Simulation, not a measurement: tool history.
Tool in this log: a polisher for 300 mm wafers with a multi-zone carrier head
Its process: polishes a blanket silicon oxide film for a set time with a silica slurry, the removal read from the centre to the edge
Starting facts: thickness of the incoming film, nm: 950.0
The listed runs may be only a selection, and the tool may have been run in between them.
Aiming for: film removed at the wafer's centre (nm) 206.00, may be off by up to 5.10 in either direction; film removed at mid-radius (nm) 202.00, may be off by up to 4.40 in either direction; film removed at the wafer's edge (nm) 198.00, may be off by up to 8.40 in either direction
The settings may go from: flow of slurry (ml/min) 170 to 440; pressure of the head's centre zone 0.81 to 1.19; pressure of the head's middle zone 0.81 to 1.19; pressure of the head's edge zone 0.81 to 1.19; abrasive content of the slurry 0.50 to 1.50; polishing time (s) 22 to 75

run,hour,flow of slurry (ml/min),pressure of the head's centre zone,pressure of the head's middle zone,pressure of the head's edge zone,abrasive content of the slurry,polishing time (s),film removed at the wafer's centre (nm),film removed at mid-radius (nm),film removed at the wafer's edge (nm)
1,0.0,280,1.00,1.00,1.00,1.00,48,165.04,162.85,170.57
2,5.0,280,1.00,1.00,1.00,0.85,48,149.90,148.50,150.92
3,11.0,285,1.02,1.02,1.02,0.90,48,157.92,156.52,160.69
4,16.2,330,1.02,1.02,1.02,0.90,48,161.46,159.35,155.64
5,23.6,320,1.04,1.04,1.03,0.95,48,165.69,165.18,164.90
6,27.7,320,1.04,1.04,1.03,0.95,43,150.53,148.45,147.59
7,36.5,320,1.06,1.05,1.04,1.00,43,158.92,151.66,153.87
8,40.0,325,1.07,1.07,1.04,1.05,43,164.00,158.57,155.57
9,43.8,325,1.07,1.07,1.04,1.05,43,165.88,158.09,157.14

4 next moves are on the table. One of them brings every result within its allowed miss. Which?
A,47.6,170,0.95,0.82,1.19,1.20,34,?,?,?
B,47.6,225,0.91,1.17,1.18,0.90,64,?,?,?
C,47.6,365,1.08,1.11,1.08,1.20,50,?,?,?
D,47.6,325,0.83,1.16,1.06,1.00,62,?,?,?

move,film removed at the wafer's centre (nm),film removed at mid-radius (nm),film removed at the wafer's edge (nm)
A,117.22,108.85,138.97
B,186.47,220.64,227.20
C,207.44,199.29,201.28
D,179.04,230.79,224.80
A: further off than the last run
B: takes the biggest miss from the last run beyond its target
C: in spec on every target
D: takes the biggest miss from the last run beyond its target
C is the move that brings every result within its allowed miss.
